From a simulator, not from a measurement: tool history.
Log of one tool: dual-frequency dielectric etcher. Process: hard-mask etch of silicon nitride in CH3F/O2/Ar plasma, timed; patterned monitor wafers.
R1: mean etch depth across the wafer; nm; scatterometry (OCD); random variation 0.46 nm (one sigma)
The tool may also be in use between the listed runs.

run 1 day=0.000 | source_power_(W)=350 bias_power_(W)=98 etch_time_(s)=212.5 | R1=163.83
run 2 day=0.333 | source_power_(W)=290 bias_power_(W)=98 etch_time_(s)=212.5 | R1=151.08
run 3 day=0.571 | source_power_(W)=290 bias_power_(W)=82 etch_time_(s)=212.5 | R1=143.22
run 4 day=0.904 | source_power_(W)=250 bias_power_(W)=82 etch_time_(s)=212.5 | R1=134.39
run 5 day=1.104 | source_power_(W)=210 bias_power_(W)=82 etch_time_(s)=212.5 | R1=123.49
run 6 day=1.346 | source_power_(W)=230 bias_power_(W)=83 etch_time_(s)=212.5 | R1=129.57

Forecast run 7:
run 7 day=1.421 | source_power_(W)=240 bias_power_(W)=84 etch_time_(s)=212.5 | R1=?

{"run 7": {"R1": 132.99}}

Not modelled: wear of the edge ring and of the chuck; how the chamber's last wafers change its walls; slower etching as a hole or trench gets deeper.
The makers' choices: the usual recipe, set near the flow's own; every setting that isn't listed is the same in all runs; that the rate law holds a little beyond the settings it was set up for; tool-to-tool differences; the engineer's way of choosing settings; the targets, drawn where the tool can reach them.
